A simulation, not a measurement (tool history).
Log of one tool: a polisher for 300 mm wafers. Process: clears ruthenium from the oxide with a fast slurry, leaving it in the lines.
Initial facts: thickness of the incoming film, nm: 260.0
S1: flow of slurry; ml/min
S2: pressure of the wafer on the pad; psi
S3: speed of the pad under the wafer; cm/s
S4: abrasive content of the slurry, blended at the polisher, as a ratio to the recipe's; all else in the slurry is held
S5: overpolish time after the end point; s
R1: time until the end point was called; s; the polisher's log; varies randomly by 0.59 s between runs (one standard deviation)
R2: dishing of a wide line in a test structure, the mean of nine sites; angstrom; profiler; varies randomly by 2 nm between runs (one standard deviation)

{"run": 1, "hour": 0.0, "S1": 215, "S2": 2.9, "S3": 120, "S4": 1, "S5": 17, "R1": 47.121, "R2": 656.59}
{"run": 2, "hour": 7.9, "S1": 215, "S2": 3.5, "S3": 120, "S4": 1, "S5": 17, "R1": 39.524, "R2": 778.9}
{"run": 3, "hour": 13.9, "S1": 215, "S2": 3.6, "S3": 120, "S4": 1, "S5": 17, "R1": 38.697, "R2": 765.3}
{"run": 4, "hour": 18.7, "S1": 215, "S2": 3.7, "S3": 120, "S4": 1, "S5": 17, "R1": 37.837, "R2": 803.32}
{"run": 5, "hour": 23.2, "S1": 215, "S2": 3, "S3": 120, "S4": 1, "S5": 17, "R1": 46.4, "R2": 708.61}
{"run": 6, "hour": 25.9, "S1": 215, "S2": 3, "S3": 120, "S4": 1, "S5": 10, "R1": 46.96, "R2": 451.38}
{"run": 7, "hour": 27.8, "S1": 215, "S2": 3.2, "S3": 122, "S4": 1, "S5": 12, "R1": 43.803, "R2": 551.61}

Expected results for the next run?
{"hour": 34.2, "done": "worn pad replaced by a new one"}
{"run": 8, "hour": 34.2, "S1": 215, "S2": 3.4, "S3": 124, "S4": 1, "S5": 13, "R1": "?", "R2": "?"}

Run 8 gave R1 36.147 s, R2 680.8 angstrom.
